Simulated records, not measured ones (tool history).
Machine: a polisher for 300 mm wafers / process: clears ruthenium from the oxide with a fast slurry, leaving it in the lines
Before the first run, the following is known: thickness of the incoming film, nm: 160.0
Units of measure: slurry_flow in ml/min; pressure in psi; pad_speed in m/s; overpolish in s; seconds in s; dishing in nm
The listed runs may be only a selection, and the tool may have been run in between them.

| run | hour | slurry_flow | pressure | pad_speed | slurry_solids | overpolish | seconds | dishing |
|---|---|---|---|---|---|---|---|---|
| 1 | 0 | 300 | 2.9 | 0.94 | 1 | 11 | 35.581 | 42.957 |
| 2 | 7 | 300 | 2.9 | 0.94 | 1 | 15 | 35.819 | 58.261 |
| 3 | 15.3 | 300 | 2.9 | 0.94 | 1 | 20 | 35.548 | 74.712 |
| 4 | 16.5 | 300 | 2.9 | 0.76 | 1 | 20 | 43.551 | 61.107 |
| 5 | 25.2 | 300 | 2.9 | 0.76 | 1.1 | 20 | 41.529 | 66.155 |
| 6 | 29.7 | 300 | 2.9 | 0.92 | 1.1 | 20 | 34.9 | 74.274 |
| 7 | 38.6 | 300 | 3.1 | 0.94 | 1.1 | 19 | 32.843 | 76.287 |
| 8 | 45.7 | 300 | 3.3 | 0.98 | 1.1 | 18 | 28.962 | 80.925 |
| 9 | 50.3 | 300 | 3.5 | 1 | 1.1 | 17 | 27.446 | 83.93 |
| 10 | 57.6 | 300 | 3.6 | 1.04 | 1.1 | 16 | 25.386 | 79.256 |
| 11 | 61.3 | 300 | 3.7 | 1.06 | 1.1 | 16 | 24.077 | 85.389 |
| 12 | 62.2 | 300 | 3.8 | 1.08 | 1.1 | 16 | 23.618 | 88.517 |
| 13 | 62.9 | 300 | 3.9 | 1.1 | 1.1 | 16 | 22.342 | 92.206 |
| 14 | 65 | 300 | 4 | 1.12 | 1.1 | 16 | 21.266 | 94.368 |
| 15 | 68.4 | 300 | 4 | 1.12 | 1.1 | 16 | 21.238 | 94.612 |
| 16 | 72 | 300 | 4 | 1.12 | 1.1 | 16 | 21.349 | 91.828 |

Run 17, settings as shown, results not yet in. Your forecast:
| 17 | 75.7 | 300 | 4.1 | 1.14 | 1.1 | 16 | ? | ? |

Run 17 produced seconds 20.129 s, dishing 99.386 nm.

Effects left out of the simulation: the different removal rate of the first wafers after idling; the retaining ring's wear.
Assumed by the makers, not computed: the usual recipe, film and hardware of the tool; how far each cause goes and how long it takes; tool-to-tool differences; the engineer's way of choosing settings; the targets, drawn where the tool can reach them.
